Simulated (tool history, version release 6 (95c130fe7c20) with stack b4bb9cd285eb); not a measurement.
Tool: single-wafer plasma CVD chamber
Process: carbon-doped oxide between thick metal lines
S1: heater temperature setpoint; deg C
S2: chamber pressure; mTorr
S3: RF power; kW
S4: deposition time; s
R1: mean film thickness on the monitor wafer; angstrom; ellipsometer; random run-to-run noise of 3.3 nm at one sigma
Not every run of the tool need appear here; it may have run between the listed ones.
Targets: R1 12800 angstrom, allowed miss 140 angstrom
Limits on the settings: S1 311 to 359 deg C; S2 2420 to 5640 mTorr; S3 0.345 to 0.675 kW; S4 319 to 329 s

run    day   S1    S2     S3   S4     R1
  1      0  335  4030   0.51  319  16071
  2  0.246  339  3720   0.49  319  15303
  3  0.408  345  3720   0.49  319  14933
  4    0.6  345  3720   0.49  319  15006
  5  0.729  345  3720   0.55  319  16024
  6    0.8  348  3480  0.525  319  15340
  7  0.908  350  3320    0.5  319  14736
  8  1.167  350  3320    0.5  319  14674
  9  1.246  352  3160  0.485  319  14256
 10  1.508  359  2450  0.415  319  12080
 11  1.654  356  2490  0.415  319  12249
 12    1.9  354  2530  0.415  319  12403
     2.042  -- thermocouple changed; heater temperature recalibrated
 13  2.042  352  2550  0.415  319  12329
 14  2.117  352  2550  0.415  319  12292
 15   2.45  351  2640  0.415  319  12364

Which one of the following 4 next-run settings gets every result inside its allowed miss? There is exactly one.
  A  2.783  346  3310  0.425  322   ?
  B  2.783  343  2530  0.405  321   ?
  C  2.783  346  2480  0.425  320   ?
  D  2.783  343  2600  0.395  329   ?

move     R1
   A  13208
   B  12477
   C  12782
   D  12563
A: the result that was furthest off in the last run now lies on the other side of its target
B: closes in on the targets versus the last run, not all within tolerance yet
C: all results in spec
D: closes in on the targets versus the last run, not all within tolerance yet
C is the move that brings every result within its allowed miss.

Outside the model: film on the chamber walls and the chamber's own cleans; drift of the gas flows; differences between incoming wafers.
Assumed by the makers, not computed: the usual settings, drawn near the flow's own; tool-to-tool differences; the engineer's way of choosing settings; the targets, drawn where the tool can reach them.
